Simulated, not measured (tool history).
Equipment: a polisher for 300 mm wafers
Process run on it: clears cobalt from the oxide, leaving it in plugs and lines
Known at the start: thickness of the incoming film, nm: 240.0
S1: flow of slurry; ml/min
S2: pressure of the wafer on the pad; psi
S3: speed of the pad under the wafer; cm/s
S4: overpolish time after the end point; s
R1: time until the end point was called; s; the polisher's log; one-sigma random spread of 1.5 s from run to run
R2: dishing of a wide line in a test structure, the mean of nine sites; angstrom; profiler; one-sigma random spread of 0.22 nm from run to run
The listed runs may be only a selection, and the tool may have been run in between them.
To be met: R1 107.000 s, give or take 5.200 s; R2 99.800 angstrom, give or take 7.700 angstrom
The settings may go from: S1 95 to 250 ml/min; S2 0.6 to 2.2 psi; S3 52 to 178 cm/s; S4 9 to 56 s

run,hour,S1,S2,S3,S4,R1,R2
1,0.0,160,1.4,114,29,55.101,119.900
2,4.8,140,1.2,112,23,68.046,114.630
3,10.6,140,1.2,112,33,66.078,117.690
4,11.2,140,1.2,112,39,66.673,120.230
5,14.6,125,1.0,114,30,80.033,120.290
6,19.7,115,1.0,106,24,88.914,119.060
7,27.9,110,0.9,106,20,95.688,115.580
8,35.9,105,0.9,108,17,95.697,110.500
9,38.1,100,0.8,110,15,106.080,107.600
10,41.7,100,0.8,112,13,105.460,107.960

Which of these 4 next moves meets every target?
A,45.3,95,0.7,128,9,?,?
B,45.3,125,0.8,118,28,?,?
C,45.3,130,0.7,136,9,?,?
D,45.3,110,1.2,78,28,?,?

move,R1,R2
A,106.770,96.034
B,96.362,113.910
C,94.550,99.002
D,99.845,113.530
A: all results in spec
B: misses by more than the last run did
C: corrects the largest miss of the last run, while another result sits out of spec
D: misses by more than the last run did
Correct choice: A, which meets every target
